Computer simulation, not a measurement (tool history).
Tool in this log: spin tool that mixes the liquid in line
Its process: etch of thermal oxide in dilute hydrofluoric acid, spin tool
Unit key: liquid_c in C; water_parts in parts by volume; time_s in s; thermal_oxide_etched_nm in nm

{"run": 1, "hour": 0.0, "liquid_c": 21, "water_parts": 215, "time_s": 90, "thermal_oxide_etched_nm": 1.4955}
{"run": 2, "hour": 7.0, "liquid_c": 20, "water_parts": 245, "time_s": 90, "thermal_oxide_etched_nm": 1.2259}
{"run": 3, "hour": 8.2, "liquid_c": 19.5, "water_parts": 265, "time_s": 90, "thermal_oxide_etched_nm": 1.0858}
{"run": 4, "hour": 9.1, "liquid_c": 19.5, "water_parts": 320, "time_s": 90, "thermal_oxide_etched_nm": 0.85988}
{"run": 5, "hour": 13.6, "liquid_c": 19, "water_parts": 325, "time_s": 90, "thermal_oxide_etched_nm": 0.83174}
{"run": 6, "hour": 21.9, "liquid_c": 22, "water_parts": 325, "time_s": 90, "thermal_oxide_etched_nm": 0.93615}

Forecast run 7:
{"run": 7, "hour": 27.2, "liquid_c": 21, "water_parts": 330, "time_s": 90, "thermal_oxide_etched_nm": "?"}

thermal_oxide_etched_nm: 0.86126 nm
